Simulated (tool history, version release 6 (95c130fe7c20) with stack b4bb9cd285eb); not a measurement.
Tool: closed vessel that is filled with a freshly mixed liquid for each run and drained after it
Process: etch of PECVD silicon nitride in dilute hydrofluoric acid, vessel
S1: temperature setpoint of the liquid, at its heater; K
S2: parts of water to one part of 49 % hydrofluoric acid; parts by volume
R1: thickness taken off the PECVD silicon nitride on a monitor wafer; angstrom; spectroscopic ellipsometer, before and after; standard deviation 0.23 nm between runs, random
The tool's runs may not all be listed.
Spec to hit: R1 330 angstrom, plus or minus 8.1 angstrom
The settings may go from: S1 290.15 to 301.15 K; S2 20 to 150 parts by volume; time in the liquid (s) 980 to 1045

Run 1, hour 0: S1 293.15 K, S2 85 parts by volume, time in the liquid (s) 980. Result: R1 206.96 angstrom.
Run 2, hour 1.8: S1 294.65 K, S2 85 parts by volume, time in the liquid (s) 980. Result: R1 228.47 angstrom.
Run 3, hour 4.6: S1 294.65 K, S2 95 parts by volume, time in the liquid (s) 980. Result: R1 206.05 angstrom.
Run 4, hour 13.9: S1 292.15 K, S2 95 parts by volume, time in the liquid (s) 980. Result: R1 170.4 angstrom.
Run 5, hour 17.3: S1 294.65 K, S2 95 parts by volume, time in the liquid (s) 980. Result: R1 206.73 angstrom.
At hour 20.3: hydrofluoric acid flow meter replaced.
Run 6, hour 20.3: S1 296.15 K, S2 95 parts by volume, time in the liquid (s) 980. Result: R1 238.76 angstrom.
Run 7, hour 22.3: S1 297.15 K, S2 95 parts by volume, time in the liquid (s) 980. Result: R1 258.39 angstrom.
Run 8, hour 25.1: S1 297.65 K, S2 95 parts by volume, time in the liquid (s) 980. Result: R1 262.59 angstrom.

Pick the move, out of 4, that brings all results within their allowed miss; only one does.
Run A, hour 27.9: S1 297.65 K, S2 75 parts by volume, time in the liquid (s) 1025. Result: R1 ?.
Run B, hour 27.9: S1 298.65 K, S2 105 parts by volume, time in the liquid (s) 1040. Result: R1 ?.
Run C, hour 27.9: S1 297.15 K, S2 70 parts by volume, time in the liquid (s) 995. Result: R1 ?.
Run D, hour 27.9: S1 298.15 K, S2 85 parts by volume, time in the liquid (s) 1045. Result: R1 ?.

move      R1
   A  353.31
   B  274.47
   C  355.05
   D  329.04
A: takes the result that was furthest off past its target
B: closes in on the targets versus the last run, not all within tolerance yet
C: takes the result that was furthest off past its target
D: meets every target
Go with D: it meets all targets.
